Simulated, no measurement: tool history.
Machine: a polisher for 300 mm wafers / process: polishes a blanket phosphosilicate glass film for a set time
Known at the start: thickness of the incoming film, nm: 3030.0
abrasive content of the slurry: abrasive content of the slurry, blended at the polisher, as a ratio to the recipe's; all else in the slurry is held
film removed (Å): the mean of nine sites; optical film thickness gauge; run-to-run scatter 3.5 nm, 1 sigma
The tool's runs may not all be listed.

| run | hour | flow of slurry (ml/min) | pressure of the wafer on the pad (kPa) | speed of the pad under the wafer (cm/s) | abrasive content of the slurry | polishing time (s) | film removed (Å) |
|---|---|---|---|---|---|---|---|
| 1 | 0 | 210 | 15.2 | 94 | 1 | 76 | 4868 |
| 2 | 4 | 210 | 13.8 | 90 | 1 | 76 | 4380.6 |
| 3 | 12.3 | 165 | 13.8 | 90 | 1 | 76 | 4231.6 |
| 4 | 19.5 | 185 | 13.8 | 90 | 1 | 76 | 4333 |
| 5 | 24.3 | 185 | 12.4 | 86 | 1 | 76 | 3813.6 |
| 6 | 28.2 | 185 | 12.4 | 86 | 0.9 | 76 | 3685 |
| 7 | 31.4 | 185 | 11.7 | 84 | 0.9 | 76 | 3382.3 |
| 8 | 36 | 185 | 11.7 | 84 | 0.9 | 76 | 3461.9 |
| 9 | 42.8 | 185 | 11 | 82 | 0.9 | 76 | 3179.3 |

Forecast run 10:
| 10 | 50.1 | 185 | 10.3 | 82 | 0.9 | 76 | ? |

{"run 10": {"film removed (Å)": 2973.8}}
